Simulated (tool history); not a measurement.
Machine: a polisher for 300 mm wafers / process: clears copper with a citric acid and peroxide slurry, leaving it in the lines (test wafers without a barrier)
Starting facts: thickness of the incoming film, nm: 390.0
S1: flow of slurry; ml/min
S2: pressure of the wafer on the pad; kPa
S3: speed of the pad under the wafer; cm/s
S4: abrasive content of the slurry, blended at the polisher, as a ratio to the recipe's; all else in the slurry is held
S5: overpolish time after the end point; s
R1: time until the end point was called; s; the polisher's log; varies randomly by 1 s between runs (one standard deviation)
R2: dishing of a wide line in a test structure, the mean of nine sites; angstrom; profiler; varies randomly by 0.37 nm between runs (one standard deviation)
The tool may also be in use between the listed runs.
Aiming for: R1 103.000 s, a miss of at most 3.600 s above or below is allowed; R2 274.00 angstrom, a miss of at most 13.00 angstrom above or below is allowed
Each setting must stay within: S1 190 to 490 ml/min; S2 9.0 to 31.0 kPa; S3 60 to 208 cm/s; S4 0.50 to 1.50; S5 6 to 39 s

Run 1, hour 0.0: S1 315 ml/min, S2 20.0 kPa, S3 134 cm/s, S4 1.00, S5 20 s. Result: R1 135.760 s, R2 244.17 angstrom.
Run 2, hour 5.7: S1 315 ml/min, S2 20.0 kPa, S3 134 cm/s, S4 1.10, S5 20 s. Result: R1 136.790 s, R2 240.09 angstrom.
Run 3, hour 10.7: S1 315 ml/min, S2 20.7 kPa, S3 134 cm/s, S4 1.10, S5 20 s. Result: R1 128.630 s, R2 246.91 angstrom.
Run 4, hour 16.8: S1 315 ml/min, S2 21.4 kPa, S3 134 cm/s, S4 1.10, S5 20 s. Result: R1 127.400 s, R2 256.92 angstrom.
Run 5, hour 22.7: S1 355 ml/min, S2 21.4 kPa, S3 134 cm/s, S4 1.10, S5 20 s. Result: R1 122.930 s, R2 250.18 angstrom.
Run 6, hour 27.6: S1 355 ml/min, S2 21.4 kPa, S3 134 cm/s, S4 0.95, S5 20 s. Result: R1 129.820 s, R2 248.24 angstrom.
Run 7, hour 32.8: S1 355 ml/min, S2 22.1 kPa, S3 134 cm/s, S4 0.95, S5 20 s. Result: R1 125.580 s, R2 253.38 angstrom.
Run 8, hour 37.5: S1 355 ml/min, S2 22.8 kPa, S3 134 cm/s, S4 0.95, S5 20 s. Result: R1 121.670 s, R2 256.26 angstrom.

4 next moves are on the table. One of them brings every result within its allowed miss. Which?
Run A, hour 42.2: S1 440 ml/min, S2 24.1 kPa, S3 172 cm/s, S4 0.80, S5 13 s. Result: R1 ?, R2 ?.
Run B, hour 42.2: S1 340 ml/min, S2 28.3 kPa, S3 130 cm/s, S4 0.85, S5 21 s. Result: R1 ?, R2 ?.
Run C, hour 42.2: S1 305 ml/min, S2 27.6 kPa, S3 140 cm/s, S4 1.00, S5 19 s. Result: R1 ?, R2 ?.
Run D, hour 42.2: S1 330 ml/min, S2 20.0 kPa, S3 170 cm/s, S4 0.90, S5 16 s. Result: R1 ?, R2 ?.

move       R1      R2
   A   91.096  246.47
   B  103.410  284.50
   C   96.548  281.18
   D  110.720  245.47
A: takes the result that was furthest off past its target
B: every result within its allowed miss
C: takes the result that was furthest off past its target
D: closer than the last run, but not yet in spec
Go with B: it meets all targets.
